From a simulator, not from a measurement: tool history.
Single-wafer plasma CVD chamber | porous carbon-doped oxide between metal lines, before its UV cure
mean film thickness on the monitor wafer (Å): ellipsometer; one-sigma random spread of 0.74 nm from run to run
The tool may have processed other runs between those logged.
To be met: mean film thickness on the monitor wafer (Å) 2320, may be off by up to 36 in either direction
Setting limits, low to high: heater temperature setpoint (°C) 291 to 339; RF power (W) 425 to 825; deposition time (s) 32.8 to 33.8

run  hour  heater temperature setpoint (°C)  RF power (W)  deposition time (s)  mean film thickness on the monitor wafer (Å)
  1     0                               315           625                 32.8                                        1763.7
  2   7.6                               315           625                 33.8                                        1814.5
  3  10.5                               308           665                 33.8                                        1982.7
  4  13.4                               308           755                 33.8                                        2196.6
  5  19.4                               308           715                 33.8                                        2104.2
  6  22.7                               303           720                 33.8                                        2185.4
  7  23.7                               300           720                 33.8                                        2231.4
  8  26.2                               298           720                 33.8                                        2266.4
  9  29.7                               297           720                 33.8                                        2265.7
 10  33.1                               297           720                 33.8                                          2272

Of the 4 settings listed for the next run, only one would bring every result within its allowed miss of target. Which one?
  A  36.5                               297           695                 33.7                                             ?
  B  36.5                               299           705                 32.8                                             ?
  C  36.5                               295           725                 33.8                                             ?
  D  36.5                               301           755                 32.8                                             ?

move  mean film thickness on the monitor wafer (Å)
   A                                        2205.2
   B                                        2143.3
   C                                        2316.1
   D                                          2230
A: lands further from the targets than the last run did
B: lands further from the targets than the last run did
C: all results land within tolerance of their targets
D: lands further from the targets than the last run did
Answer: C
